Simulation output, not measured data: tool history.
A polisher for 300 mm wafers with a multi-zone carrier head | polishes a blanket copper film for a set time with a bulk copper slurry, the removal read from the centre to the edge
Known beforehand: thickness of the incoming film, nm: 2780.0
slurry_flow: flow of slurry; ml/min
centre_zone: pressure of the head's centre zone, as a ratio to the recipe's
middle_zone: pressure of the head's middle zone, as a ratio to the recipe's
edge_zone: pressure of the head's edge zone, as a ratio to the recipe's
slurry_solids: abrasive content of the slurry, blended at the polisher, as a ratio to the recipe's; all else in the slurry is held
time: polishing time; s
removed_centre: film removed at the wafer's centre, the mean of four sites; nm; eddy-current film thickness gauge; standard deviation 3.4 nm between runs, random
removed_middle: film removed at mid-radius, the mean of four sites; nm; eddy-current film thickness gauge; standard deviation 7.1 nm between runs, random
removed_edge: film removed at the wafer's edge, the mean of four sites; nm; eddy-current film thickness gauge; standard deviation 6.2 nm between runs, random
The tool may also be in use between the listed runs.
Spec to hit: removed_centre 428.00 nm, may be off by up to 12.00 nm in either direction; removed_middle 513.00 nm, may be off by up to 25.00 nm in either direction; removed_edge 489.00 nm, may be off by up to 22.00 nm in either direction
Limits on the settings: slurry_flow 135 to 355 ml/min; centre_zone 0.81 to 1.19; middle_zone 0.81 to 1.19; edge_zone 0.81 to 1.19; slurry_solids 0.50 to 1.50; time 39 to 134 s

run 1 day=0.000 | slurry_flow=225 centre_zone=1.00 middle_zone=1.00 edge_zone=1.00 slurry_solids=1.00 time=86 | removed_centre=397.17 removed_middle=389.41 removed_edge=415.00
run 2 day=0.129 | slurry_flow=170 centre_zone=1.00 middle_zone=1.00 edge_zone=1.00 slurry_solids=1.00 time=86 | removed_centre=384.34 removed_middle=379.34 removed_edge=403.28
run 3 day=0.183 | slurry_flow=145 centre_zone=1.00 middle_zone=1.00 edge_zone=1.00 slurry_solids=1.00 time=86 | removed_centre=373.85 removed_middle=382.27 removed_edge=402.00
run 4 day=0.388 | slurry_flow=145 centre_zone=1.07 middle_zone=1.00 edge_zone=1.00 slurry_solids=1.00 time=86 | removed_centre=403.10 removed_middle=377.42 removed_edge=396.76
run 5 day=0.617 | slurry_flow=150 centre_zone=1.04 middle_zone=1.05 edge_zone=1.03 slurry_solids=1.15 time=87 | removed_centre=412.05 removed_middle=420.20 removed_edge=424.45
run 6 day=0.658 | slurry_flow=155 centre_zone=1.03 middle_zone=1.08 edge_zone=1.07 slurry_solids=1.20 time=87 | removed_centre=417.44 removed_middle=437.16 removed_edge=441.70
run 7 day=0.967 | slurry_flow=160 centre_zone=1.02 middle_zone=1.11 edge_zone=1.09 slurry_solids=1.25 time=87 | removed_centre=427.29 removed_middle=437.77 removed_edge=457.05
run 8 day=1.021 | slurry_flow=155 centre_zone=0.99 middle_zone=1.13 edge_zone=1.07 slurry_solids=1.30 time=89 | removed_centre=418.42 removed_middle=469.06 removed_edge=452.89
run 9 day=1.129 | slurry_flow=155 centre_zone=0.98 middle_zone=1.14 edge_zone=1.08 slurry_solids=1.35 time=89 | removed_centre=423.26 removed_middle=468.88 removed_edge=462.52
run 10 day=1.225 | slurry_flow=150 centre_zone=0.96 middle_zone=1.15 edge_zone=1.08 slurry_solids=1.40 time=90 | removed_centre=413.59 removed_middle=489.84 removed_edge=469.26

Which single option among these 5 for the next run brings every result within its allowed miss of target? Just one does.
run A day=1.321 | slurry_flow=180 centre_zone=0.81 middle_zone=0.96 edge_zone=0.94 slurry_solids=1.20 time=112 | removed_centre=? removed_middle=? removed_edge=?
run B day=1.321 | slurry_flow=145 centre_zone=0.91 middle_zone=1.19 edge_zone=0.98 slurry_solids=1.35 time=92 | removed_centre=? removed_middle=? removed_edge=?
run C day=1.321 | slurry_flow=135 centre_zone=0.94 middle_zone=1.19 edge_zone=0.88 slurry_solids=1.35 time=95 | removed_centre=? removed_middle=? removed_edge=?
run D day=1.321 | slurry_flow=140 centre_zone=0.98 middle_zone=1.19 edge_zone=1.14 slurry_solids=1.25 time=95 | removed_centre=? removed_middle=? removed_edge=?
run E day=1.321 | slurry_flow=145 centre_zone=0.85 middle_zone=1.06 edge_zone=1.09 slurry_solids=1.25 time=101 | removed_centre=? removed_middle=? removed_edge=?

move=A removed_centre=426.53 removed_middle=505.65 removed_edge=535.55
move=B removed_centre=394.03 removed_middle=499.67 removed_edge=452.33
move=C removed_centre=415.20 removed_middle=510.32 removed_edge=439.97
move=D removed_centre=426.61 removed_middle=502.07 removed_edge=492.24
move=E removed_centre=394.93 removed_middle=486.25 removed_edge=513.99
A: the furthest-off result lands on target, but another misses its tolerance
B: further off than the last run
C: further off than the last run
D: all results land within tolerance of their targets
E: further off than the last run
Move D is the one to make.

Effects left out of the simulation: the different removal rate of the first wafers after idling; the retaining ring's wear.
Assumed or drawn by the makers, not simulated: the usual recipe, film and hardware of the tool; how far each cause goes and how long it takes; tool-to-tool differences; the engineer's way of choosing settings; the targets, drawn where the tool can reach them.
